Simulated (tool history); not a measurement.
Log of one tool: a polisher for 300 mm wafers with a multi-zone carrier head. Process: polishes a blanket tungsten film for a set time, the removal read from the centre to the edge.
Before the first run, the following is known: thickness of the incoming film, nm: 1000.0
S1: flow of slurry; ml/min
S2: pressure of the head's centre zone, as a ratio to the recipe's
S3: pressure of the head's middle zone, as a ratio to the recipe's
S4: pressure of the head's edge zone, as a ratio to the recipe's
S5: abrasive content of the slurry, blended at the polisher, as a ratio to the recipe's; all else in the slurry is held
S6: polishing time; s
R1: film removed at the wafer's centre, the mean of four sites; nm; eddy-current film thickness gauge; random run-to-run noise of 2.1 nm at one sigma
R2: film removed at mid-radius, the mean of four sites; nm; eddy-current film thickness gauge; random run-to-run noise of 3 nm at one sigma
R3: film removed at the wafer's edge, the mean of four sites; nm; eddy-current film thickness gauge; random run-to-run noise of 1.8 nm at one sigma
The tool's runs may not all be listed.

run	hour	S1	S2	S3	S4	S5	S6	R1	R2	R3
1	0.0	295	1.00	1.00	1.00	1.00	42	178.35	178.35	181.90
2	7.0	300	1.01	1.02	1.02	1.10	43	191.10	193.46	193.42
3	13.0	300	1.01	1.02	0.96	1.10	43	189.08	191.94	186.35
4	17.0	260	1.01	1.02	0.96	1.10	43	186.10	190.63	183.66
5	20.2	260	1.01	1.02	0.96	1.10	49	214.92	211.96	209.25
6	21.7	260	0.98	1.02	0.96	1.10	49	210.66	213.19	209.19
7	22.4	275	0.99	1.04	1.00	1.15	49	214.67	222.85	217.74
8	27.6	290	1.00	1.05	1.03	1.20	49	217.44	226.93	222.26
9	33.6	300	1.01	1.06	1.05	1.25	49	221.38	227.04	224.54
10	35.2	310	1.01	1.07	1.07	1.30	50	231.49	235.64	234.00
11	38.6	310	1.01	1.07	1.07	1.30	50	228.39	237.92	234.12
12	43.5	315	1.01	1.08	1.09	1.35	50	233.90	241.50	238.77
13	45.2	320	1.01	1.09	1.10	1.35	50	229.88	244.13	237.70
14	49.1	325	1.01	1.09	1.11	1.35	50	229.46	238.73	241.03
15	58.0	330	1.01	1.10	1.12	1.35	50	228.29	246.89	237.99
16	59.5	335	1.01	1.10	1.13	1.35	50	232.93	246.08	240.48
17	64.0	340	1.01	1.10	1.14	1.35	50	231.78	248.90	244.28

The next listed run, before its measurement:
18	65.6	350	1.01	1.10	1.15	1.35	50	?	?	?

{"run 18": {"R1": 233.5, "R2": 250.69, "R3": 245.73}}
